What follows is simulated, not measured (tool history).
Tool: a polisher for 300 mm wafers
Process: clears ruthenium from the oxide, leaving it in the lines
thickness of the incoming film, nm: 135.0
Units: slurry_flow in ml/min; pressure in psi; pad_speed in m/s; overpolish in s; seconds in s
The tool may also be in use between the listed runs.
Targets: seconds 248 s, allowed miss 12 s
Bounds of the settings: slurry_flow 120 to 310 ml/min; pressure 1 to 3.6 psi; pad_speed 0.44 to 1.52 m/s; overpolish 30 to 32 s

| run | day | slurry_flow | pressure | pad_speed | overpolish | seconds |
|---|---|---|---|---|---|---|
| 1 | 0 | 200 | 2.3 | 0.98 | 30 | 115.64 |
| 2 | 0.371 | 200 | 2.6 | 0.98 | 30 | 107.5 |
| 3 | 0.662 | 200 | 2.2 | 0.98 | 30 | 121.57 |
| 4 | 0.871 | 240 | 2.2 | 0.98 | 30 | 117.85 |
| 5 | 1.1 | 240 | 2.1 | 0.94 | 30 | 128.11 |
| 6 | 1.308 | 215 | 2.1 | 0.94 | 30 | 130.63 |
| 7 | 1.65 | 215 | 2 | 0.92 | 30 | 135.74 |
| 8 | 1.862 | 215 | 1.9 | 0.9 | 30 | 138.77 |
| 9 | 2.058 | 215 | 1.8 | 0.86 | 30 | 152.9 |
| 10 | 2.112 | 215 | 1.7 | 0.84 | 30 | 157.58 |
| 11 | 2.133 | 215 | 1.6 | 0.82 | 30 | 169.69 |
| 12 | 2.375 | 215 | 1.6 | 0.82 | 30 | 169.83 |

5 next moves are on the table. One of them brings every result within its allowed miss. Which?
| A | 2.617 | 230 | 1.2 | 0.62 | 30 | ? |
| B | 2.617 | 210 | 1.1 | 0.56 | 30 | ? |
| C | 2.617 | 155 | 1.9 | 0.68 | 32 | ? |
| D | 2.617 | 210 | 1.1 | 0.46 | 32 | ? |
| E | 2.617 | 230 | 1 | 0.88 | 30 | ? |

| move | seconds |
|---|---|
| A | 252.66 |
| B | 288.39 |
| C | 189.3 |
| D | 330.96 |
| E | 212.15 |
A: meets every target
B: takes the result that was furthest off past its target
C: nearer than the last run, and not there yet
D: takes the result that was furthest off past its target
E: nearer than the last run, and not there yet
Answer: A
